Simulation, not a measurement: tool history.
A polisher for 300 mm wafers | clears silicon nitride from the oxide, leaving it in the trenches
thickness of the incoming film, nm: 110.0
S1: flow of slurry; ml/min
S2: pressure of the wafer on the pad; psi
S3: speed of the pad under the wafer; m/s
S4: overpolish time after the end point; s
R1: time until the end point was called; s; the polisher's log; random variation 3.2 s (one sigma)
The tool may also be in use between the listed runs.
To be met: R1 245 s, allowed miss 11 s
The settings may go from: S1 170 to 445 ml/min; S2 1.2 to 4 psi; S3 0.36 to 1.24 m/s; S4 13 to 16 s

run 1 hour=0 | S1=285 S2=2.6 S3=0.8 S4=16 | R1=141.2
run 2 hour=6.7 | S1=285 S2=2.3 S3=0.8 S4=16 | R1=158.81
run 3 hour=10.9 | S1=285 S2=2.3 S3=0.8 S4=13 | R1=161.54
run 4 hour=17 | S1=285 S2=2.1 S3=0.8 S4=13 | R1=173.17
run 5 hour=23.4 | S1=285 S2=1.9 S3=0.8 S4=13 | R1=192.29
run 6 hour=31.6 | S1=285 S2=1.8 S3=0.8 S4=13 | R1=200.44
run 7 hour=35.2 | S1=285 S2=1.7 S3=0.8 S4=13 | R1=209.13
run 8 hour=38.5 | S1=285 S2=1.6 S3=0.8 S4=13 | R1=217.78
run 9 hour=46.6 | S1=285 S2=1.5 S3=0.8 S4=13 | R1=230.67

Which of these 5 next moves meets every target?
run A hour=54.7 | S1=200 S2=1.6 S3=0.82 S4=13 | R1=?
run B hour=54.7 | S1=290 S2=1.6 S3=0.8 S4=13 | R1=?
run C hour=54.7 | S1=275 S2=1.6 S3=0.78 S4=16 | R1=?
run D hour=54.7 | S1=350 S2=1.6 S3=0.68 S4=13 | R1=?
run E hour=54.7 | S1=350 S2=1.8 S3=0.68 S4=16 | R1=?

move=A R1=229.52
move=B R1=223.63
move=C R1=229.85
move=D R1=252.57
move=E R1=227.37
A: further off than the last run
B: further off than the last run
C: further off than the last run
D: meets every target
E: further off than the last run
The right move is D.
